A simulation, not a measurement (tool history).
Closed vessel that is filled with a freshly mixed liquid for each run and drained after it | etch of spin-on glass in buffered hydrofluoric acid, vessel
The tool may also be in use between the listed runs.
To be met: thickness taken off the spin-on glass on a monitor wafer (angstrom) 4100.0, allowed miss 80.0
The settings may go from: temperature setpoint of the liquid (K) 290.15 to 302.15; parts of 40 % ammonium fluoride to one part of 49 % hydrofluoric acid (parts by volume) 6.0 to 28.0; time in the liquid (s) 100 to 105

run	hour	temperature setpoint of the liquid (K)	parts of 40 % ammonium fluoride to one part of 49 % hydrofluoric acid (parts by volume)	time in the liquid (s)	thickness taken off the spin-on glass on a monitor wafer (angstrom)
1	0.0	294.15	17.0	100	2216.7
2	5.1	295.15	16.5	100	2413.2
3	10.1	293.15	16.5	100	2145.5
4	18.6	293.15	16.5	105	2248.1
5	23.8	294.15	16.5	105	2392.0
6	32.0	294.15	12.5	105	3123.2
7	36.7	294.15	12.5	105	3165.8
8	37.9	294.65	12.5	105	3176.8
9	41.9	295.15	12.5	105	3274.6
10	48.9	295.15	12.5	105	3318.4
11	52.6	295.65	12.5	105	3413.2
12	55.2	296.15	12.5	105	3517.3

4 next moves are on the table. One of them brings every result within its allowed miss. Which?
A	57.8	295.65	10.0	105	?
B	57.8	294.65	9.0	100	?
C	57.8	297.65	10.5	100	?
D	57.8	296.65	11.0	100	?

move	thickness taken off the spin-on glass on a monitor wafer (angstrom)
A	4217.8
B	4061.7
C	4273.6
D	3867.5
A: takes the result that was furthest off past its target
B: meets every target
C: takes the result that was furthest off past its target
D: nearer than the last run, and not there yet
Answer: B
